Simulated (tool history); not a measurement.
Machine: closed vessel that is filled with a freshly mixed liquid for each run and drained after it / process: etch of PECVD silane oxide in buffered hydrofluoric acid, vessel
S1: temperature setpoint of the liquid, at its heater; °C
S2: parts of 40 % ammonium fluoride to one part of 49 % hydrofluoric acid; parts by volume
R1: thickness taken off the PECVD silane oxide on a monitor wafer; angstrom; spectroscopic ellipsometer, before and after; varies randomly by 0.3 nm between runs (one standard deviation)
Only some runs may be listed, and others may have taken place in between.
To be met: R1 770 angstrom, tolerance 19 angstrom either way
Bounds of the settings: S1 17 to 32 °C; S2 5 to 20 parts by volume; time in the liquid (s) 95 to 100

Run 1, day 0: S1 24 °C, S2 12 parts by volume, time in the liquid (s) 95. Result: R1 1179.2 angstrom.
Run 2, day 0.088: S1 25.5 °C, S2 12 parts by volume, time in the liquid (s) 95. Result: R1 1283 angstrom.
Run 3, day 0.417: S1 28 °C, S2 12 parts by volume, time in the liquid (s) 95. Result: R1 1454.7 angstrom.
Run 4, day 0.754: S1 28 °C, S2 12 parts by volume, time in the liquid (s) 95. Result: R1 1466.4 angstrom.
Run 5, day 0.996: S1 24.5 °C, S2 12.5 parts by volume, time in the liquid (s) 95. Result: R1 1161.8 angstrom.
Run 6, day 1.175: S1 24.5 °C, S2 14.5 parts by volume, time in the liquid (s) 95. Result: R1 1009.3 angstrom.
Run 7, day 1.554: S1 20.5 °C, S2 14.5 parts by volume, time in the liquid (s) 95. Result: R1 817.01 angstrom.
Run 8, day 1.858: S1 19 °C, S2 14.5 parts by volume, time in the liquid (s) 95. Result: R1 744.75 angstrom.

Which single option among these 5 for the next run brings every result within its allowed miss of target? Just one does.
Run A, day 2.162: S1 23 °C, S2 17.5 parts by volume, time in the liquid (s) 95. Result: R1 ?.
Run B, day 2.162: S1 19.5 °C, S2 15.5 parts by volume, time in the liquid (s) 95. Result: R1 ?.
Run C, day 2.162: S1 17.5 °C, S2 13.5 parts by volume, time in the liquid (s) 95. Result: R1 ?.
Run D, day 2.162: S1 17 °C, S2 14 parts by volume, time in the liquid (s) 100. Result: R1 ?.
Run E, day 2.162: S1 20.5 °C, S2 17 parts by volume, time in the liquid (s) 100. Result: R1 ?.

move      R1
   A  773.54
   B  717.52
   C  733.91
   D  724.45
   E  729.36
A: in spec on every target
B: its largest miss is bigger than the last run's
C: its largest miss is bigger than the last run's
D: its largest miss is bigger than the last run's
E: its largest miss is bigger than the last run's
Move A is the one to make.
